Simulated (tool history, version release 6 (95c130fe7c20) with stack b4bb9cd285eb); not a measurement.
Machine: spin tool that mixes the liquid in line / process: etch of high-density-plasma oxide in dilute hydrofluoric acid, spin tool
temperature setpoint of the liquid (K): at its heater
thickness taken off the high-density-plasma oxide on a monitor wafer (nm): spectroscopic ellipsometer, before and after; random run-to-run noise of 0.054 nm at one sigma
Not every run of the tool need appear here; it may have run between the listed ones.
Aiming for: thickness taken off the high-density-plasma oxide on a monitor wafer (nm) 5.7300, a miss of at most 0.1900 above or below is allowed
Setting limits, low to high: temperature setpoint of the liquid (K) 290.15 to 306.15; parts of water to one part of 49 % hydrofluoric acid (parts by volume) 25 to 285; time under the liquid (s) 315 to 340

run,hour,temperature setpoint of the liquid (K),parts of water to one part of 49 % hydrofluoric acid (parts by volume),time under the liquid (s),thickness taken off the high-density-plasma oxide on a monitor wafer (nm)
1,0.0,298.15,155,315,11.7300
2,6.0,298.15,135,315,13.6410
3,11.9,296.15,160,315,10.4540
4,16.5,296.15,160,340,11.0910
5,20.3,296.15,190,340,9.2562
6,23.0,298.15,190,340,9.9439
7,31.9,296.15,200,340,8.5360
8,38.5,294.65,205,340,7.8963
9,42.9,293.65,215,340,7.1272
10,48.6,292.65,220,340,6.6221
11,52.2,292.15,225,340,6.4832
12,55.9,291.65,230,340,6.1187
13,56.6,291.15,230,340,5.9128

Exercise: of the 5 proposed moves below, exactly one satisfies all targets within the stated allowed misses. Which move is it?
A,57.3,290.15,200,315,?
B,57.3,290.65,210,325,?
C,57.3,290.15,220,340,?
D,57.3,292.15,230,340,?
E,57.3,291.15,235,335,?

move,thickness taken off the high-density-plasma oxide on a monitor wafer (nm)
A,6.2708
B,6.2279
C,6.0427
D,6.1910
E,5.7182
A: further off than the last run
B: further off than the last run
C: further off than the last run
D: further off than the last run
E: every result lands within tolerance
The right move is E.
